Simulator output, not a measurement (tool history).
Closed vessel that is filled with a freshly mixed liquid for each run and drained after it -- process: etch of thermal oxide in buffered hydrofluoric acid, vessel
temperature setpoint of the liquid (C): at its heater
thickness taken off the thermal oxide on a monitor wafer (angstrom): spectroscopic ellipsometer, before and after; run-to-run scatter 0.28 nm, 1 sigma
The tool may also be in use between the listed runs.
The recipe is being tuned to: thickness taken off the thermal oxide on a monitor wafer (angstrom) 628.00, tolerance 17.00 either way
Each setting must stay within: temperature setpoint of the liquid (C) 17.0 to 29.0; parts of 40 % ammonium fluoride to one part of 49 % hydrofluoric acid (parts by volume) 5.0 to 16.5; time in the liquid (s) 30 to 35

| run | hour | temperature setpoint of the liquid (C) | parts of 40 % ammonium fluoride to one part of 49 % hydrofluoric acid (parts by volume) | time in the liquid (s) | thickness taken off the thermal oxide on a monitor wafer (angstrom) |
|---|---|---|---|---|---|
| 1 | 0.0 | 21.0 | 10.0 | 35 | 313.99 |
| 2 | 1.8 | 23.5 | 9.0 | 35 | 383.75 |
| 3 | 5.3 | 23.5 | 11.5 | 35 | 311.54 |
| 4 | 10.7 | 25.0 | 10.0 | 35 | 392.17 |
| 5 | 18.4 | 25.0 | 10.0 | 30 | 336.76 |
| 6 | 24.7 | 26.0 | 8.5 | 30 | 401.58 |
| 7 | 31.1 | 29.0 | 5.5 | 30 | 719.21 |
| 8 | 35.5 | 29.0 | 5.5 | 30 | 719.86 |
| 9 | 37.1 | 28.5 | 5.5 | 30 | 704.09 |
|  | 45.9 | thermometer replaced |
| 10 | 45.9 | 28.0 | 5.5 | 30 | 745.36 |

Exercise: of the 5 proposed moves below, exactly one satisfies all targets within the stated allowed misses. Which move is it?
| A | 54.7 | 28.5 | 7.5 | 30 | ? |
| B | 54.7 | 19.5 | 5.0 | 35 | ? |
| C | 54.7 | 26.5 | 6.5 | 30 | ? |
| D | 54.7 | 27.5 | 6.5 | 30 | ? |
| E | 54.7 | 29.0 | 7.5 | 30 | ? |

| move | thickness taken off the thermal oxide on a monitor wafer (angstrom) |
|---|---|
| A | 579.86 |
| B | 595.49 |
| C | 598.85 |
| D | 631.68 |
| E | 595.37 |
A: takes the result that was furthest off past its target
B: takes the result that was furthest off past its target
C: takes the result that was furthest off past its target
D: hits every target within its allowed miss
E: takes the result that was furthest off past its target
Correct choice: D, which meets every target
